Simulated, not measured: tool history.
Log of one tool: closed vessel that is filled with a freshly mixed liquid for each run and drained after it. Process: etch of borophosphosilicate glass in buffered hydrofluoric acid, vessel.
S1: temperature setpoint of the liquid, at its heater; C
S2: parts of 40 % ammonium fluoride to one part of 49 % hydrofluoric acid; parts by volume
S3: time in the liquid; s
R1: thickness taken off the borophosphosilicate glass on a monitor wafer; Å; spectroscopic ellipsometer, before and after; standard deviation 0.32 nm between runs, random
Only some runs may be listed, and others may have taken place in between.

run	day	S1	S2	S3	R1
1	0.000	22.0	23.5	30	230.00
2	0.271	22.0	27.5	30	206.12
3	0.308	23.5	27.5	30	223.63
4	0.571	20.0	27.5	30	182.97
5	0.912	23.0	21.5	30	258.11
# day 1.188: thermometer replaced
6	1.188	25.5	17.5	30	401.05
7	1.433	27.0	17.0	30	449.22
8	1.800	28.0	16.0	30	500.85
9	2.021	28.5	15.5	30	536.15

The next listed run, before its measurement:
10	2.342	30.0	12.5	30	?

R1: 710.06 Å
